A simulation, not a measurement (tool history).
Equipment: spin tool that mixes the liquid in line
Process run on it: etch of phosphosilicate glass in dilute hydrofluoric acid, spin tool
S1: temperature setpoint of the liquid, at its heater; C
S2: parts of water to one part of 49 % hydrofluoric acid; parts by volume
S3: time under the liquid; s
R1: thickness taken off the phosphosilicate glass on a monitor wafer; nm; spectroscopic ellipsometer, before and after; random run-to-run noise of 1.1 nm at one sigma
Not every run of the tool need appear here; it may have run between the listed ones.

run  hour    S1  S2  S3      R1
  1     0    26  70  15  56.718
  2   4.9    28  60  15  71.026
  3  10.6  29.5  50  15  95.216
  4  15.2  29.5  50  15  94.381
  5  22.6  29.5  50  15  94.206
  6  27.4  29.5  50  15  92.482
  7  31.4    31  45  15  112.45
  8  37.1    32  45  15  116.54
  9  41.7  32.5  45  15  119.16
 10  42.3    33  45  15  120.18
 11  44.4  33.5  45  15  121.03
 12  51.4    34  35  15  165.05
 13  55.8    33  35  15  156.77
 14  59.1    32  35  15  150.57
 15  62.3  31.5  35  15  147.01

Run 16 has not been measured yet. What should we expect?
 16  67.9  31  35  15   ?

Run 16 gave R1 145.54 nm.
